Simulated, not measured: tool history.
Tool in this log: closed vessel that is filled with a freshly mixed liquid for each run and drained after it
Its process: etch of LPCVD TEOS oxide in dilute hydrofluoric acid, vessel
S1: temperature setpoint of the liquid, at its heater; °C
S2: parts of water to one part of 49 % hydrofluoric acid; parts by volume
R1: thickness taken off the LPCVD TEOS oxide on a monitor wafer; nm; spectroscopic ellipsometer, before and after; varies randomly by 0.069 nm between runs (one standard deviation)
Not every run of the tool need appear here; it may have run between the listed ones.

run 1 hour=0.0 | S1=24.0 S2=295 time_in_the_liquid_(s)=90 | R1=11.887
run 2 hour=6.1 | S1=23.0 S2=295 time_in_the_liquid_(s)=90 | R1=11.478
run 3 hour=7.2 | S1=23.0 S2=295 time_in_the_liquid_(s)=95 | R1=12.206
run 4 hour=12.7 | S1=26.5 S2=295 time_in_the_liquid_(s)=95 | R1=13.617
run 5 hour=15.1 | S1=25.5 S2=300 time_in_the_liquid_(s)=95 | R1=13.100
run 6 hour=18.1 | S1=25.5 S2=300 time_in_the_liquid_(s)=95 | R1=13.078
run 7 hour=24.9 | S1=21.5 S2=320 time_in_the_liquid_(s)=95 | R1=10.246

Forecast run 8:
run 8 hour=32.5 | S1=21.0 S2=320 time_in_the_liquid_(s)=95 | R1=?

{"run 8": {"R1": 10.174}}
